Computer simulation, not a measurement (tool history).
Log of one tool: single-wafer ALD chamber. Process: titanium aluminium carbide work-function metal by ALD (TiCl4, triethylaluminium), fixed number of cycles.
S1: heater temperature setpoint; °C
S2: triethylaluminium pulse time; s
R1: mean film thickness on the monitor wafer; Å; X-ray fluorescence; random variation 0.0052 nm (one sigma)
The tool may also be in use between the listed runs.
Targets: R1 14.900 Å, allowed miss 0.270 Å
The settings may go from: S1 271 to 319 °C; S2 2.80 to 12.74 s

Run 1, hour 0.0: S1 295 °C, S2 7.77 s. Result: R1 16.378 Å.
Run 2, hour 3.4: S1 295 °C, S2 9.09 s. Result: R1 16.923 Å.
Run 3, hour 9.1: S1 299 °C, S2 9.09 s. Result: R1 17.154 Å.
Run 4, hour 13.6: S1 293 °C, S2 9.09 s. Result: R1 16.688 Å.
Run 5, hour 17.2: S1 282 °C, S2 9.09 s. Result: R1 15.748 Å.
Run 6, hour 23.8: S1 280 °C, S2 8.97 s. Result: R1 15.529 Å.
Run 7, hour 28.7: S1 278 °C, S2 8.88 s. Result: R1 15.407 Å.
Run 8, hour 36.8: S1 277 °C, S2 8.80 s. Result: R1 15.258 Å.
At hour 37.5: triethylaluminium bottle replaced.
Run 9, hour 37.5: S1 276 °C, S2 8.75 s. Result: R1 15.512 Å.
Run 10, hour 42.5: S1 275 °C, S2 8.30 s. Result: R1 15.313 Å.

Which of these 4 next moves meets every target?
Run A, hour 47.5: S1 282 °C, S2 8.19 s. Result: R1 ?.
Run B, hour 47.5: S1 271 °C, S2 8.09 s. Result: R1 ?.
Run C, hour 47.5: S1 281 °C, S2 7.53 s. Result: R1 ?.
Run D, hour 47.5: S1 275 °C, S2 10.60 s. Result: R1 ?.

move      R1
   A  15.901
   B  14.950
   C  15.611
   D  15.795
A: further off than the last run
B: meets every target
C: further off than the last run
D: further off than the last run
Answer: B
